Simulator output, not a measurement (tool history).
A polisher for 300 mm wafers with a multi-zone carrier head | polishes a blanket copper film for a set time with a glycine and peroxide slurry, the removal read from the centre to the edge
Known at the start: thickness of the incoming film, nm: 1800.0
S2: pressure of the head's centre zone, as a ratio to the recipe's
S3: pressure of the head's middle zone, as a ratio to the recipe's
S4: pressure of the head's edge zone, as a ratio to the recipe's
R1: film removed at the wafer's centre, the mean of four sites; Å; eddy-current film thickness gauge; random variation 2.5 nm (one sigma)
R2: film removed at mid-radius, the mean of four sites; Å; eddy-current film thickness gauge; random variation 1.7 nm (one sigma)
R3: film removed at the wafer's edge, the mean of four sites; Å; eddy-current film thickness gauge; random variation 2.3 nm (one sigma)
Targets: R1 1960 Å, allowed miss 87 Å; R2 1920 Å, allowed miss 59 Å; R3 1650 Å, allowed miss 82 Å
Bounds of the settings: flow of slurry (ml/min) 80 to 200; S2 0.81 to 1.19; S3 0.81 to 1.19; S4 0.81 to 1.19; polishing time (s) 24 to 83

Run 1, day 0: flow of slurry (ml/min) 130, S2 1, S3 1, S4 1, polishing time (s) 53. Result: R1 3322.3 Å, R2 3210 Å, R3 3080.4 Å.
Run 2, day 0.125: flow of slurry (ml/min) 130, S2 1, S3 1.01, S4 0.95, polishing time (s) 45. Result: R1 2809.9 Å, R2 2747 Å, R3 2557.2 Å.
Run 3, day 0.4: flow of slurry (ml/min) 130, S2 1, S3 0.93, S4 0.95, polishing time (s) 45. Result: R1 2873.3 Å, R2 2579.9 Å, R3 2665.3 Å.
Run 4, day 0.446: flow of slurry (ml/min) 125, S2 1.01, S3 0.96, S4 0.92, polishing time (s) 40. Result: R1 2479.6 Å, R2 2328.5 Å, R3 2261.5 Å.
Run 5, day 0.692: flow of slurry (ml/min) 115, S2 1.03, S3 0.97, S4 0.89, polishing time (s) 38. Result: R1 2324.4 Å, R2 2196.3 Å, R3 2066.2 Å.
Run 6, day 0.979: flow of slurry (ml/min) 105, S2 1.04, S3 0.98, S4 0.87, polishing time (s) 37. Result: R1 2275.2 Å, R2 2161.7 Å, R3 2021.3 Å.
Run 7, day 1.088: flow of slurry (ml/min) 105, S2 1.04, S3 0.98, S4 0.87, polishing time (s) 37. Result: R1 2317.3 Å, R2 2136.5 Å, R3 2018.6 Å.
Run 8, day 1.146: flow of slurry (ml/min) 110, S2 1.04, S3 1.06, S4 0.81, polishing time (s) 26. Result: R1 1622.1 Å, R2 1619.7 Å, R3 1359.1 Å.
Run 9, day 1.346: flow of slurry (ml/min) 115, S2 1.05, S3 1.07, S4 0.85, polishing time (s) 27. Result: R1 1721.1 Å, R2 1710 Å, R3 1485.3 Å.
Run 10, day 1.388: flow of slurry (ml/min) 115, S2 1.05, S3 1.07, S4 0.85, polishing time (s) 27. Result: R1 1762.2 Å, R2 1710.6 Å, R3 1468.3 Å.

Which of these 4 next moves meets every target?
Run A, day 1.429: flow of slurry (ml/min) 115, S2 1.03, S3 1.03, S4 0.81, polishing time (s) 31. Result: R1 ?, R2 ?, R3 ?.
Run B, day 1.429: flow of slurry (ml/min) 105, S2 0.97, S3 0.96, S4 1.05, polishing time (s) 27. Result: R1 ?, R2 ?, R3 ?.
Run C, day 1.429: flow of slurry (ml/min) 100, S2 1, S3 1.1, S4 0.89, polishing time (s) 26. Result: R1 ?, R2 ?, R3 ?.
Run D, day 1.429: flow of slurry (ml/min) 80, S2 0.9, S3 0.92, S4 1.01, polishing time (s) 30. Result: R1 ?, R2 ?, R3 ?.

move      R1      R2      R3
   A  1959.9  1909.8  1618.9
   B  1578.6  1540.8  1573.4
   C  1550.3  1649.6    1389
   D  1530.2  1563.7  1653.2
A: meets every target
B: further off than the last run
C: further off than the last run
D: further off than the last run
The right move is A.

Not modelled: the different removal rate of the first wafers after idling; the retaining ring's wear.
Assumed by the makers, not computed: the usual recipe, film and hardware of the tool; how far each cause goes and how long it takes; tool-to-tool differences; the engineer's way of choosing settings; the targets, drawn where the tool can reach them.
